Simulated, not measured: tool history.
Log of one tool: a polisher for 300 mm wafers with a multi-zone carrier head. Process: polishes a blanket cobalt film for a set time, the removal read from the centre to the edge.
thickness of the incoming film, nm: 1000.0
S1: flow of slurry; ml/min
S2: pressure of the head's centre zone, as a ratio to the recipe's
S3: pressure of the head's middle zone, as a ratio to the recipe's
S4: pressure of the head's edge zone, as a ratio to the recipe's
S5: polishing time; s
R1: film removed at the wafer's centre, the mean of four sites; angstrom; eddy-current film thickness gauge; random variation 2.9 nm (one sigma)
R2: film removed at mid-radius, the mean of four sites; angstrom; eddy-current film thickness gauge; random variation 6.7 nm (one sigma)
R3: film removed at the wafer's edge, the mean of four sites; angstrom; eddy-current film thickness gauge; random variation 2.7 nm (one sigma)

| run | hour | S1 | S2 | S3 | S4 | S5 | R1 | R2 | R3 |
|---|---|---|---|---|---|---|---|---|---|
| 1 | 0.0 | 275 | 1.00 | 1.00 | 1.00 | 77 | 4078.9 | 4168.6 | 4044.2 |
| 2 | 6.3 | 275 | 1.07 | 1.00 | 1.00 | 77 | 4382.4 | 4116.1 | 4031.0 |
| 3 | 9.3 | 275 | 1.07 | 1.08 | 1.00 | 77 | 4406.1 | 4516.4 | 4070.5 |
| 4 | 17.2 | 275 | 1.07 | 1.08 | 1.07 | 77 | 4350.9 | 4436.5 | 4109.3 |
| 5 | 19.6 | 275 | 1.07 | 1.12 | 1.07 | 77 | 4357.7 | 4449.6 | 4153.0 |
| 6 | 28.4 | 275 | 1.07 | 1.12 | 1.07 | 65 | 3692.1 | 3852.0 | 3500.3 |
| 7 | 30.9 | 285 | 1.07 | 1.13 | 1.08 | 68 | 3924.4 | 4108.3 | 3705.8 |
| 8 | 37.4 | 305 | 1.07 | 1.14 | 1.10 | 69 | 3981.9 | 4214.1 | 3825.1 |
| 9 | 45.7 | 325 | 1.08 | 1.15 | 1.11 | 70 | 4123.9 | 4267.1 | 3926.2 |

Run 10 comes next. What will it give?
| 10 | 52.3 | 335 | 1.08 | 1.16 | 1.11 | 71 | ? | ? | ? |

R1: 4131.3 angstrom
R2: 4501.1 angstrom
R3: 3950.2 angstrom

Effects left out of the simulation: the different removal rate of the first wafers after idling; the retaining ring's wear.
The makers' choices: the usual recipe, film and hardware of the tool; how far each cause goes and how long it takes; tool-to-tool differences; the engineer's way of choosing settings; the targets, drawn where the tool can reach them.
